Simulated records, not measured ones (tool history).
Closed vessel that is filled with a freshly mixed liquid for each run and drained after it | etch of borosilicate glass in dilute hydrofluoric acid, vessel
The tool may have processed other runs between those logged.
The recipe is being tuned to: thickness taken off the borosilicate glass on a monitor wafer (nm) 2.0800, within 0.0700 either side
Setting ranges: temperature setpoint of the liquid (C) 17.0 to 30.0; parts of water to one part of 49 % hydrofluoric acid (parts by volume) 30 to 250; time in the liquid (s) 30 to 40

| run | hour | temperature setpoint of the liquid (C) | parts of water to one part of 49 % hydrofluoric acid (parts by volume) | time in the liquid (s) | thickness taken off the borosilicate glass on a monitor wafer (nm) |
|---|---|---|---|---|---|
| 1 | 0.0 | 22.0 | 140 | 40 | 4.9591 |
| 2 | 6.1 | 22.0 | 140 | 40 | 5.0386 |
| 3 | 6.8 | 21.5 | 155 | 40 | 4.2268 |
| 4 | 15.7 | 21.0 | 165 | 40 | 3.9163 |
| 5 | 17.4 | 20.5 | 175 | 40 | 3.6423 |
| 6 | 21.8 | 20.0 | 185 | 40 | 3.3424 |
| 7 | 29.4 | 19.5 | 195 | 40 | 3.0149 |
| 8 | 31.5 | 19.0 | 200 | 40 | 2.8995 |
| 9 | 40.2 | 19.0 | 205 | 40 | 2.7936 |
| 10 | 49.0 | 19.0 | 210 | 40 | 2.7219 |
| 11 | 52.0 | 19.0 | 210 | 40 | 2.7082 |
| 12 | 58.7 | 18.5 | 215 | 40 | 2.6158 |
| 13 | 62.7 | 18.5 | 220 | 40 | 2.5602 |

Consider the 4 candidate settings below. Which is the only one whose results all fall within their allowed miss of target?
| A | 66.7 | 17.5 | 225 | 40 | ? |
| B | 66.7 | 21.0 | 175 | 40 | ? |
| C | 66.7 | 17.5 | 200 | 30 | ? |
| D | 66.7 | 19.5 | 215 | 40 | ? |

| move | thickness taken off the borosilicate glass on a monitor wafer (nm) |
|---|---|
| A | 2.3558 |
| B | 3.6429 |
| C | 2.0337 |
| D | 2.6892 |
A: nearer than the last run, and not there yet
B: further off than the last run
C: all results land within tolerance of their targets
D: further off than the last run
The right move is C.
